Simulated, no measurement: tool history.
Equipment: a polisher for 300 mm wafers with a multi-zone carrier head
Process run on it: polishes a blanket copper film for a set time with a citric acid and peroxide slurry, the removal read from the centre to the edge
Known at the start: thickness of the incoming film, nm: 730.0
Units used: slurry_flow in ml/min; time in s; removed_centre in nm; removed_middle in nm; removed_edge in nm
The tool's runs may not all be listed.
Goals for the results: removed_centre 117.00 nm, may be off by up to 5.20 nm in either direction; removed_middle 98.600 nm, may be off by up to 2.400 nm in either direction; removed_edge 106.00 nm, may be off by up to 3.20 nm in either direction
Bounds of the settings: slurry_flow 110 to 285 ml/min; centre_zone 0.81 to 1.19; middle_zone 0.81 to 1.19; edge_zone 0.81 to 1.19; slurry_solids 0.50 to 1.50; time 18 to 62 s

| run | hour | slurry_flow | centre_zone | middle_zone | edge_zone | slurry_solids | time | removed_centre | removed_middle | removed_edge |
|---|---|---|---|---|---|---|---|---|---|---|
| 1 | 0.0 | 180 | 1.00 | 1.00 | 1.00 | 1.00 | 40 | 116.85 | 120.590 | 125.54 |
| 2 | 4.6 | 195 | 1.00 | 1.00 | 1.00 | 1.00 | 40 | 120.42 | 120.620 | 125.18 |
| 3 | 6.3 | 195 | 1.01 | 0.98 | 0.98 | 0.95 | 40 | 121.23 | 118.070 | 121.80 |
| 4 | 10.8 | 195 | 1.01 | 1.07 | 0.98 | 0.95 | 40 | 117.18 | 126.740 | 121.44 |
| 5 | 16.1 | 190 | 1.02 | 1.04 | 0.96 | 0.90 | 40 | 116.83 | 119.920 | 118.21 |
| 6 | 18.6 | 190 | 1.02 | 1.04 | 0.92 | 0.90 | 40 | 117.42 | 120.830 | 115.85 |
| 7 | 22.0 | 185 | 1.03 | 1.02 | 0.91 | 0.90 | 40 | 116.51 | 119.040 | 115.14 |
| 8 | 28.2 | 180 | 1.04 | 0.99 | 0.90 | 0.90 | 40 | 118.04 | 115.770 | 113.52 |
|  | 32.7 | edge zone pressure recalibrated |
| 9 | 32.7 | 175 | 1.05 | 0.97 | 0.89 | 0.90 | 40 | 116.92 | 114.990 | 108.95 |
| 10 | 33.9 | 175 | 1.05 | 0.95 | 0.90 | 0.90 | 40 | 119.99 | 112.080 | 109.58 |
| 11 | 36.1 | 170 | 1.05 | 0.93 | 0.91 | 0.90 | 40 | 114.22 | 108.680 | 111.28 |
| 12 | 43.0 | 165 | 1.06 | 0.92 | 0.91 | 0.90 | 40 | 119.82 | 107.310 | 109.92 |
| 13 | 48.4 | 160 | 1.06 | 0.91 | 0.91 | 0.90 | 40 | 117.84 | 106.780 | 108.76 |
| 14 | 55.4 | 155 | 1.06 | 0.90 | 0.91 | 0.90 | 40 | 112.62 | 105.800 | 108.04 |
| 15 | 58.9 | 155 | 1.07 | 0.89 | 0.91 | 0.90 | 40 | 117.64 | 104.560 | 108.33 |

5 next moves are on the table. One of them brings every result within its allowed miss. Which?
| A | 62.4 | 210 | 1.08 | 0.86 | 0.94 | 0.75 | 39 | ? | ? | ? |
| B | 62.4 | 145 | 1.05 | 0.98 | 0.83 | 0.95 | 38 | ? | ? | ? |
| C | 62.4 | 125 | 1.01 | 0.94 | 0.89 | 0.80 | 42 | ? | ? | ? |
| D | 62.4 | 205 | 0.92 | 0.85 | 0.99 | 0.95 | 38 | ? | ? | ? |
| E | 62.4 | 140 | 1.13 | 0.93 | 0.91 | 0.75 | 41 | ? | ? | ? |

| move | removed_centre | removed_middle | removed_edge |
|---|---|---|---|
| A | 117.21 | 99.568 | 107.99 |
| B | 110.25 | 106.640 | 101.08 |
| C | 107.69 | 105.610 | 107.56 |
| D | 103.19 | 102.310 | 114.70 |
| E | 119.10 | 103.080 | 106.14 |
A: each result inside its tolerance
B: further off than the last run
C: further off than the last run
D: further off than the last run
E: moves toward the targets from the last run without getting all of them in spec
A is the move that brings every result within its allowed miss.
